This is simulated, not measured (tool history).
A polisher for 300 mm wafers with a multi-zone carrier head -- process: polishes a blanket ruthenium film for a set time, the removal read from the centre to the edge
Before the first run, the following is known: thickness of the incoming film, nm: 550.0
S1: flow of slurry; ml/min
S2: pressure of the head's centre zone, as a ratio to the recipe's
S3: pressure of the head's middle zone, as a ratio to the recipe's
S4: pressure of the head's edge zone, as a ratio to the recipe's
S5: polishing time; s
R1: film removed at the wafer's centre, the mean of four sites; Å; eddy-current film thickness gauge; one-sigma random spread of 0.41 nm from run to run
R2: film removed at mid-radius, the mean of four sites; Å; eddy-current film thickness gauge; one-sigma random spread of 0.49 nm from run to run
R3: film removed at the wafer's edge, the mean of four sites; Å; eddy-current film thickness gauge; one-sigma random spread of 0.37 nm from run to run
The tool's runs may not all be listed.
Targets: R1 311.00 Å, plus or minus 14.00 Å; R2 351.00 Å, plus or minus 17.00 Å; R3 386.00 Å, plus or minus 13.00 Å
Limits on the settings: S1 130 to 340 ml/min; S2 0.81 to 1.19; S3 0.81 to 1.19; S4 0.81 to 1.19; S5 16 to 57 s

| run | hour | S1 | S2 | S3 | S4 | S5 | R1 | R2 | R3 |
|---|---|---|---|---|---|---|---|---|---|
| 1 | 0.0 | 220 | 1.00 | 1.00 | 1.00 | 36 | 447.92 | 465.78 | 464.05 |
| 2 | 6.5 | 210 | 0.96 | 0.97 | 0.99 | 35 | 426.45 | 440.08 | 440.81 |
| 3 | 14.6 | 205 | 0.92 | 0.96 | 1.03 | 33 | 373.88 | 417.01 | 415.71 |
| 4 | 17.9 | 205 | 0.92 | 0.88 | 1.03 | 33 | 372.80 | 376.78 | 414.45 |
| 5 | 20.4 | 200 | 0.89 | 0.87 | 1.04 | 33 | 362.13 | 367.00 | 418.77 |
| 6 | 25.9 | 200 | 0.89 | 0.94 | 1.04 | 33 | 360.88 | 396.54 | 422.98 |
| 7 | 33.1 | 195 | 0.87 | 0.93 | 1.03 | 32 | 343.21 | 384.16 | 409.54 |
| 8 | 38.5 | 195 | 0.86 | 0.92 | 1.03 | 32 | 339.02 | 386.59 | 408.50 |
| 9 | 39.5 | 190 | 0.85 | 0.91 | 1.03 | 32 | 335.63 | 381.20 | 411.61 |

Which of these 4 next moves meets every target?
| A | 40.5 | 180 | 0.81 | 0.83 | 1.09 | 32 | ? | ? | ? |
| B | 40.5 | 195 | 0.88 | 0.91 | 1.01 | 29 | ? | ? | ? |
| C | 40.5 | 185 | 0.81 | 0.86 | 0.98 | 31 | ? | ? | ? |
| D | 40.5 | 190 | 0.81 | 0.85 | 1.19 | 28 | ? | ? | ? |

| move | R1 | R2 | R3 |
|---|---|---|---|
| A | 320.61 | 346.94 | 419.17 |
| B | 319.64 | 342.53 | 368.63 |
| C | 311.87 | 347.30 | 386.94 |
| D | 282.73 | 311.63 | 384.99 |
A: lands further from the targets than the last run did
B: moves the result that the last run missed by most past its target, out the other side
C: hits every target within its allowed miss
D: brings the last run's worst result on target, with another outside its allowed miss
Go with C: it meets all targets.

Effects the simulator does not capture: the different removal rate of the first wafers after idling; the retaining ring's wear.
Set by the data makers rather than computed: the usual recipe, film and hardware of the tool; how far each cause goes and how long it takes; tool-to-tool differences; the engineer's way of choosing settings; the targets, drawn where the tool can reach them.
